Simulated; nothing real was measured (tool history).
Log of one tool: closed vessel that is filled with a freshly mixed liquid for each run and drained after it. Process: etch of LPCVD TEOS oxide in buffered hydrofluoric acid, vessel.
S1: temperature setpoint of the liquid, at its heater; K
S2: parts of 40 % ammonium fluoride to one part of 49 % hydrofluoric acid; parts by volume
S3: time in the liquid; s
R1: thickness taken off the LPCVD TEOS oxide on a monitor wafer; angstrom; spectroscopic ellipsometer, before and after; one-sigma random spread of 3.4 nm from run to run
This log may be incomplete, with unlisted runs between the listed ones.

run 1 hour=0 | S1=298.15 S2=12.5 S3=100 | R1=2802
run 2 hour=5.9 | S1=299.65 S2=11.5 S3=100 | R1=3269.2
run 3 hour=6.7 | S1=300.65 S2=10.5 S3=100 | R1=3800.4
run 4 hour=9.8 | S1=301.65 S2=10 S3=100 | R1=4199.2
run 5 hour=11.4 | S1=302.15 S2=9.5 S3=100 | R1=4451.5
run 6 hour=15.6 | S1=302.65 S2=9 S3=100 | R1=4730.2

Run 7 is up next; what results do you expect?
run 7 hour=24.2 | S1=305.15 S2=5.5 S3=100 | R1=?

Run 7 produced R1 8570.8 angstrom.
